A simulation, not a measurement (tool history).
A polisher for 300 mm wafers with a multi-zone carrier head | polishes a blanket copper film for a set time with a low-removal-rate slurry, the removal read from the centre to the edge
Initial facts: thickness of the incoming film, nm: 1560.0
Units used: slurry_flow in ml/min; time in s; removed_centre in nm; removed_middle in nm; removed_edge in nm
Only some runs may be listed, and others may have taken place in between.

run	hour	slurry_flow	centre_zone	middle_zone	edge_zone	slurry_solids	time	removed_centre	removed_middle	removed_edge
1	0	210	1	1	1	1	62	170.41	172.8	169.76
2	2.1	215	1.01	1.01	1.03	1.05	62	172.09	175.94	170.88
3	5.9	215	1.01	1.08	1.03	1.05	62	174.89	184.35	176.81
4	14.6	215	1.01	1.08	1.03	1.15	62	175.98	189.38	178.37
5	16.3	215	1.03	1.07	1.06	1.15	63	180.91	189.58	177.96
6	23.3	215	1.03	1.07	1.06	1.3	63	183.7	195.71	185.8
7	25.1	215	1.04	1.05	1.07	1.35	64	196.84	196.64	191.68
8	32.8	215	1.04	1.04	1.08	1.4	64	191.88	195.79	189.38
9	39.1	215	1.04	1.03	1.09	1.4	65	200.92	199.83	194.85

Run 10 comes next. What will it give?
10	41.8	215	1.04	1.02	1.1	1.4	65	?	?	?

removed_centre: 193.1 nm
removed_middle: 198.56 nm
removed_edge: 198.02 nm

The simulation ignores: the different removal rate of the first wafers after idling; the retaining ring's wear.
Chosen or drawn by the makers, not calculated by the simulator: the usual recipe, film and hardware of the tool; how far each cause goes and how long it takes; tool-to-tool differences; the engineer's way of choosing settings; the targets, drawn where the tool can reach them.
